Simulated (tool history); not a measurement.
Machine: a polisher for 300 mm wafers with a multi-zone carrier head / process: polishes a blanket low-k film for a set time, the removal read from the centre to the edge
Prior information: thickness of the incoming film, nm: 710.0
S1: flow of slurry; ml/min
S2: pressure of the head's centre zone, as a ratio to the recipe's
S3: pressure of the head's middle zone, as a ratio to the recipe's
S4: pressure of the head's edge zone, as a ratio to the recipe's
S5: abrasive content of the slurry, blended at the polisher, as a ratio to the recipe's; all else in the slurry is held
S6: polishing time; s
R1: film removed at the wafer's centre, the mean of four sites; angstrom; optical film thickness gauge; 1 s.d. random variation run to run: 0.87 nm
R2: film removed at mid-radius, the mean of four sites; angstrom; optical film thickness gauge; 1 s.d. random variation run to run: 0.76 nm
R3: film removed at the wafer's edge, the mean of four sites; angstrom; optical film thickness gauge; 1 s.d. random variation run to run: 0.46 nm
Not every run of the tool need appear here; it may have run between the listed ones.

run 1 day=0.000 | S1=280 S2=1.00 S3=1.00 S4=1.00 S5=1.00 S6=79 | R1=493.44 R2=501.54 R3=534.29
run 2 day=0.158 | S1=285 S2=1.03 S3=1.00 S4=1.04 S5=1.05 S6=79 | R1=533.72 R2=512.93 R3=548.91
run 3 day=0.492 | S1=285 S2=1.03 S3=1.08 S4=1.04 S5=1.05 S6=79 | R1=525.24 R2=550.96 R3=548.89
run 4 day=0.862 | S1=285 S2=1.07 S3=1.08 S4=1.04 S5=1.05 S6=79 | R1=535.69 R2=547.01 R3=546.55
run 5 day=0.912 | S1=285 S2=1.07 S3=1.08 S4=1.04 S5=1.05 S6=96 | R1=665.38 R2=679.28 R3=659.70
run 6 day=0.942 | S1=285 S2=1.07 S3=1.08 S4=1.04 S5=1.05 S6=109 | R1=764.42 R2=775.82 R3=751.20

Estimate the outcome of run 7 from the log above:
-- day=1.258 slurry nozzle cleaned
run 7 day=1.258 | S1=280 S2=1.05 S3=1.03 S4=1.02 S5=0.95 S6=109 | R1=? R2=? R3=?

{"run 7": {"R1": 754.63, "R2": 749.6, "R3": 753.3}}
